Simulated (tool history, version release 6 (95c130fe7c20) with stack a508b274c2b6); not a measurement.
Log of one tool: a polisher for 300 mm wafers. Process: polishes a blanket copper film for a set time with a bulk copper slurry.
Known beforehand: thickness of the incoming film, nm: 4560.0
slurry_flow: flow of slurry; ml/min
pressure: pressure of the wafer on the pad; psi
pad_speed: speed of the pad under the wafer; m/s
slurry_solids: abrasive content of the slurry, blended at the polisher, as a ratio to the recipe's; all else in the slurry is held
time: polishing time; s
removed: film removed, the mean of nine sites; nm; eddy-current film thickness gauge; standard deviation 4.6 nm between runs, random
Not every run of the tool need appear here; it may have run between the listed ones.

run	hour	slurry_flow	pressure	pad_speed	slurry_solids	time	removed
1	0.0	190	3.4	1.08	1.0	64	727.88
2	4.5	190	3.1	1.08	1.0	64	676.79
3	10.1	190	3.1	1.08	1.0	67	698.85
4	11.1	190	3.1	0.90	1.0	67	590.41
5	14.6	190	2.5	0.90	1.0	67	475.86
6	17.0	190	3.2	0.90	1.0	67	609.21
7	23.3	190	3.0	0.90	1.0	67	565.80
8	29.0	190	2.9	0.90	1.0	67	536.01
9	32.6	185	2.0	0.88	1.0	67	378.52
10	33.6	185	2.0	0.88	1.0	67	375.74

Run 11, settings as shown, results not yet in. Your forecast:
11	39.2	190	2.0	0.88	1.0	67	?

For run 11 the tool returned removed 374.70 nm.
